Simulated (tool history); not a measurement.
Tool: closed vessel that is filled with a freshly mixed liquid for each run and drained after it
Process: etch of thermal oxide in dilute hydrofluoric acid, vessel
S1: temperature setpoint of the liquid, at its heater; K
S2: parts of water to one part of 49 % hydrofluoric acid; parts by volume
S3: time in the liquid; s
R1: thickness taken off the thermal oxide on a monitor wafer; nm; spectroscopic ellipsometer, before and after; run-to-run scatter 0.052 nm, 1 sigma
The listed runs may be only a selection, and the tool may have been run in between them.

{"run": 1, "day": 0.0, "S1": 297.15, "S2": 125, "S3": 245, "R1": 8.4612}
{"run": 2, "day": 0.262, "S1": 298.65, "S2": 125, "S3": 245, "R1": 9.0939}
{"run": 3, "day": 0.612, "S1": 298.65, "S2": 110, "S3": 245, "R1": 10.565}
{"run": 4, "day": 0.825, "S1": 297.65, "S2": 110, "S3": 245, "R1": 9.9727}
{"run": 5, "day": 0.929, "S1": 300.15, "S2": 110, "S3": 245, "R1": 11.145}
{"run": 6, "day": 0.996, "S1": 298.65, "S2": 110, "S3": 245, "R1": 10.492}
{"run": 7, "day": 1.238, "S1": 297.65, "S2": 110, "S3": 245, "R1": 9.9696}
{"run": 8, "day": 1.462, "S1": 293.65, "S2": 125, "S3": 245, "R1": 7.3674}

For run 9, what comes out?
{"run": 9, "day": 1.55, "S1": 293.15, "S2": 125, "S3": 245, "R1": "?"}

R1: 7.2869 nm
